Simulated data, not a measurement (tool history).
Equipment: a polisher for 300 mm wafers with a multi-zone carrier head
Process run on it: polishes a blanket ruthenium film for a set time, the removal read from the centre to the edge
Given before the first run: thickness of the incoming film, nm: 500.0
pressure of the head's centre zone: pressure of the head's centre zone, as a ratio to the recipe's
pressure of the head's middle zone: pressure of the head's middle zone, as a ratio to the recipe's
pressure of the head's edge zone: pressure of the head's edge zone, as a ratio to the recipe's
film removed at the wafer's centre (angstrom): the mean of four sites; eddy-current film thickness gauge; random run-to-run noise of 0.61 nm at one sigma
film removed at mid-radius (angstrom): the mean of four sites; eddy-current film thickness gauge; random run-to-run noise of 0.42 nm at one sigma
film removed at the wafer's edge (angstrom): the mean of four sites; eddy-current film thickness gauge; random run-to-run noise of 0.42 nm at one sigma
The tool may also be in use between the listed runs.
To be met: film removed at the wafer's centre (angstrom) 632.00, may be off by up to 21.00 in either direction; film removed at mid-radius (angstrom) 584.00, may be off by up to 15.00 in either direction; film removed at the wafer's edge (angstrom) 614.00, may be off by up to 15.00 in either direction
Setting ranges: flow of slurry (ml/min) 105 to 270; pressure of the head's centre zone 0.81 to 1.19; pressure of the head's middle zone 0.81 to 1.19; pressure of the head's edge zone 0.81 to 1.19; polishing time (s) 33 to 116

run	hour	flow of slurry (ml/min)	pressure of the head's centre zone	pressure of the head's middle zone	pressure of the head's edge zone	polishing time (s)	film removed at the wafer's centre (angstrom)	film removed at mid-radius (angstrom)	film removed at the wafer's edge (angstrom)
1	0.0	175	1.00	1.00	1.00	74	978.57	938.69	995.22
2	5.5	175	1.00	1.00	1.07	74	969.00	947.32	1019.90
3	9.5	170	1.00	0.99	1.03	67	882.56	843.69	901.16
4	13.6	165	0.99	0.98	0.99	62	808.57	777.98	818.82
5	16.4	165	0.99	0.98	0.93	62	806.91	788.96	790.64
6	19.0	165	0.99	0.94	0.93	62	814.77	753.00	797.73
7	22.6	160	0.98	0.93	0.91	59	741.67	709.20	750.89
8	26.9	155	0.98	0.92	0.89	57	710.49	678.08	713.93
9	28.6	150	0.99	0.91	0.87	56	712.70	662.38	694.18
10	37.2	125	0.96	0.87	0.81	49	589.68	547.05	577.71
11	39.3	135	0.96	0.87	0.81	49	594.97	546.14	577.65
12	41.1	145	0.96	0.88	0.82	49	613.54	554.71	591.26
13	44.8	150	0.96	0.89	0.83	49	619.78	562.78	585.07
14	45.9	170	0.94	0.89	0.90	51	645.92	597.24	644.67
15	51.0	170	0.94	0.89	0.88	51	632.61	610.27	640.81
16	54.0	165	0.95	0.89	0.87	51	636.91	593.23	631.72

Of the 5 settings listed for the next run, only one would bring every result within its allowed miss of target. Which one?
A	57.0	165	0.98	0.85	0.89	52	?	?	?
B	57.0	165	0.86	0.88	0.89	52	?	?	?
C	57.0	195	0.93	0.86	0.82	50	?	?	?
D	57.0	180	0.90	0.85	0.89	52	?	?	?
E	57.0	170	0.92	0.94	0.90	52	?	?	?

move	film removed at the wafer's centre (angstrom)	film removed at mid-radius (angstrom)	film removed at the wafer's edge (angstrom)
A	675.50	582.46	652.99
B	613.26	597.57	652.76
C	640.21	577.60	615.06
D	642.36	589.56	658.64
E	647.67	629.68	657.60
A: misses by more than the last run did
B: misses by more than the last run did
C: all results land within tolerance of their targets
D: misses by more than the last run did
E: misses by more than the last run did
C meets every target.

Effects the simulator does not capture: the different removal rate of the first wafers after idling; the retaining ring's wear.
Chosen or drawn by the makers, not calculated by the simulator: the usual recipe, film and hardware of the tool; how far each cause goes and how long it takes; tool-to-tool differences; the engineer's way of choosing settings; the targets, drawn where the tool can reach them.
